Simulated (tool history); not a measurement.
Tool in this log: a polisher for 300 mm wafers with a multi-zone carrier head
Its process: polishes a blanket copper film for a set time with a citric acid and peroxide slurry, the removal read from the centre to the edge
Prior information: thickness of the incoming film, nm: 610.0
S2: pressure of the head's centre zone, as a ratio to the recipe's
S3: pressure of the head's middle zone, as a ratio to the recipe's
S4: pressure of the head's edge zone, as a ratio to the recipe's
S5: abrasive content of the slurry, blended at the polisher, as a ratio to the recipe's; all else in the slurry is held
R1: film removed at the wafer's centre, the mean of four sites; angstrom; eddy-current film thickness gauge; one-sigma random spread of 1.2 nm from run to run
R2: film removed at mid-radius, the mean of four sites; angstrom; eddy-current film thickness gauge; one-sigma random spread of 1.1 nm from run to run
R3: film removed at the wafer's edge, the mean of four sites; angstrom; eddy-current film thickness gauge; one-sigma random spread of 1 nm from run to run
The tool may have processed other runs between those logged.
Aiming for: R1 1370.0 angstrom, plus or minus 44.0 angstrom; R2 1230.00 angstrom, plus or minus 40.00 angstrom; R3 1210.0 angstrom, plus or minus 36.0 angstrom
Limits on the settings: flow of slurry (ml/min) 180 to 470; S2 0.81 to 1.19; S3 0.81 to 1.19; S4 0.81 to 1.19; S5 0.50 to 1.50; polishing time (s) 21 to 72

run 1 hour=0.0 | flow_of_slurry_(ml/min)=300 S2=1.00 S3=1.00 S4=1.00 S5=1.00 polishing_time_(s)=46 | R1=1020.6 R2=999.09 R3=1013.4
run 2 hour=5.8 | flow_of_slurry_(ml/min)=305 S2=1.02 S3=1.01 S4=1.01 S5=1.05 polishing_time_(s)=46 | R1=1058.8 R2=1026.60 R3=1019.2
run 3 hour=9.5 | flow_of_slurry_(ml/min)=305 S2=1.03 S3=1.01 S4=1.02 S5=1.10 polishing_time_(s)=46 | R1=1100.3 R2=1027.20 R3=1043.7
run 4 hour=11.9 | flow_of_slurry_(ml/min)=245 S2=1.03 S3=1.01 S4=1.02 S5=1.10 polishing_time_(s)=46 | R1=1054.5 R2=1020.80 R3=1026.2
run 5 hour=14.8 | flow_of_slurry_(ml/min)=270 S2=1.03 S3=1.01 S4=1.02 S5=1.10 polishing_time_(s)=46 | R1=1052.3 R2=1025.80 R3=1031.7
run 6 hour=18.2 | flow_of_slurry_(ml/min)=270 S2=1.03 S3=1.01 S4=1.06 S5=1.10 polishing_time_(s)=46 | R1=1070.8 R2=1012.70 R3=1055.5
run 7 hour=26.4 | flow_of_slurry_(ml/min)=275 S2=1.04 S3=1.02 S4=1.07 S5=1.15 polishing_time_(s)=46 | R1=1079.1 R2=1034.00 R3=1063.9
run 8 hour=30.3 | flow_of_slurry_(ml/min)=280 S2=1.05 S3=1.03 S4=1.08 S5=1.20 polishing_time_(s)=46 | R1=1104.0 R2=1060.00 R3=1080.6
run 9 hour=34.4 | flow_of_slurry_(ml/min)=285 S2=1.06 S3=1.04 S4=1.09 S5=1.25 polishing_time_(s)=46 | R1=1119.7 R2=1080.00 R3=1083.0
run 10 hour=38.4 | flow_of_slurry_(ml/min)=290 S2=1.07 S3=1.04 S4=1.10 S5=1.30 polishing_time_(s)=46 | R1=1138.6 R2=1073.30 R3=1088.9
run 11 hour=46.1 | flow_of_slurry_(ml/min)=290 S2=1.08 S3=1.05 S4=1.11 S5=1.30 polishing_time_(s)=46 | R1=1157.9 R2=1081.30 R3=1097.6
run 12 hour=54.2 | flow_of_slurry_(ml/min)=295 S2=1.09 S3=1.06 S4=1.12 S5=1.30 polishing_time_(s)=46 | R1=1172.1 R2=1095.00 R3=1118.4
run 13 hour=60.1 | flow_of_slurry_(ml/min)=300 S2=1.10 S3=1.07 S4=1.12 S5=1.30 polishing_time_(s)=46 | R1=1183.6 R2=1113.00 R3=1118.0
run 14 hour=63.6 | flow_of_slurry_(ml/min)=305 S2=1.11 S3=1.08 S4=1.13 S5=1.30 polishing_time_(s)=46 | R1=1209.0 R2=1129.20 R3=1111.0
run 15 hour=71.1 | flow_of_slurry_(ml/min)=310 S2=1.12 S3=1.08 S4=1.14 S5=1.30 polishing_time_(s)=46 | R1=1208.2 R2=1125.60 R3=1121.1
run 16 hour=79.7 | flow_of_slurry_(ml/min)=310 S2=1.13 S3=1.08 S4=1.14 S5=1.30 polishing_time_(s)=46 | R1=1221.6 R2=1121.70 R3=1130.1
run 17 hour=82.4 | flow_of_slurry_(ml/min)=315 S2=1.14 S3=1.09 S4=1.14 S5=1.30 polishing_time_(s)=46 | R1=1243.3 R2=1121.40 R3=1142.8
run 18 hour=83.0 | flow_of_slurry_(ml/min)=320 S2=1.15 S3=1.10 S4=1.14 S5=1.30 polishing_time_(s)=46 | R1=1239.9 R2=1150.20 R3=1141.8
run 19 hour=83.6 | flow_of_slurry_(ml/min)=325 S2=1.15 S3=1.10 S4=1.14 S5=1.30 polishing_time_(s)=46 | R1=1232.0 R2=1146.10 R3=1108.1
run 20 hour=88.4 | flow_of_slurry_(ml/min)=320 S2=1.17 S3=1.10 S4=1.16 S5=1.40 polishing_time_(s)=47 | R1=1304.6 R2=1183.20 R3=1178.8
run 21 hour=95.1 | flow_of_slurry_(ml/min)=325 S2=1.17 S3=1.10 S4=1.16 S5=1.40 polishing_time_(s)=47 | R1=1310.3 R2=1184.30 R3=1174.6

Exercise: of the 4 proposed moves below, exactly one satisfies all targets within the stated allowed misses. Which move is it?
run A hour=101.8 | flow_of_slurry_(ml/min)=270 S2=1.17 S3=1.08 S4=1.10 S5=1.45 polishing_time_(s)=50 | R1=? R2=? R3=?
run B hour=101.8 | flow_of_slurry_(ml/min)=330 S2=1.06 S3=1.14 S4=1.17 S5=1.10 polishing_time_(s)=49 | R1=? R2=? R3=?
run C hour=101.8 | flow_of_slurry_(ml/min)=295 S2=1.11 S3=1.10 S4=1.16 S5=1.45 polishing_time_(s)=48 | R1=? R2=? R3=?
run D hour=101.8 | flow_of_slurry_(ml/min)=310 S2=1.12 S3=1.02 S4=1.19 S5=1.45 polishing_time_(s)=48 | R1=? R2=? R3=?

move=A R1=1365.7 R2=1220.50 R3=1221.0
move=B R1=1189.3 R2=1226.80 R3=1201.7
move=C R1=1257.7 R2=1202.60 R3=1213.5
move=D R1=1275.8 R2=1133.50 R3=1236.0
A: hits every target within its allowed miss
B: further off than the last run
C: further off than the last run
D: further off than the last run
Correct choice: A, which meets every target
